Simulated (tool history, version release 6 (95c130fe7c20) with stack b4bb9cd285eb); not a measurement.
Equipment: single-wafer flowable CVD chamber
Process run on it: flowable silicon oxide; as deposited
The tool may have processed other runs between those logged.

run,hour,heater temperature setpoint (°C),chamber pressure (Pa),RF power (kW),deposition time (s),mean film thickness on the monitor wafer (angstrom)
1,0.0,105,91.2,1.560,378,1533.3
2,7.8,106,91.2,1.560,378,1490.0
3,15.7,106,104.7,1.560,378,1709.5
4,17.8,108,104.7,1.560,378,1602.2
5,20.6,109,104.7,1.560,378,1529.1
6,24.8,109,117.6,1.560,378,1723.3

The next listed run, before its measurement:
7,32.6,111,117.6,1.560,378,?

{"run 7": {"mean film thickness on the monitor wafer (angstrom)": 1597.8}}

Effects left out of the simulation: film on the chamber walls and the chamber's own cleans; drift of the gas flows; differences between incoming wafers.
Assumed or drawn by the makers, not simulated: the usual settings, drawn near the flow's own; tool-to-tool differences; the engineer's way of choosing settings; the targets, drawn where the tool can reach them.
